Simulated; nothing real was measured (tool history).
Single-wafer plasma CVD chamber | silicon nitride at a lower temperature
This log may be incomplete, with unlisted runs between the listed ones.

run	hour	heater temperature setpoint (K)	chamber pressure (Torr)	RF power (W)	deposition time (s)	mean film thickness on the monitor wafer (angstrom)
1	0.0	608.15	2.04	335	27.7	404.03
2	6.2	608.15	1.93	330	27.7	395.09
3	13.9	608.15	1.83	325	27.7	384.24
4	16.7	597.15	1.83	325	27.7	385.07
5	21.5	597.15	1.75	325	27.7	381.95
6	24.1	597.15	1.55	325	27.7	367.04

What will run 7 give?
7	28.2	597.15	1.50	325	27.7	?

mean film thickness on the monitor wafer (angstrom): 363.25
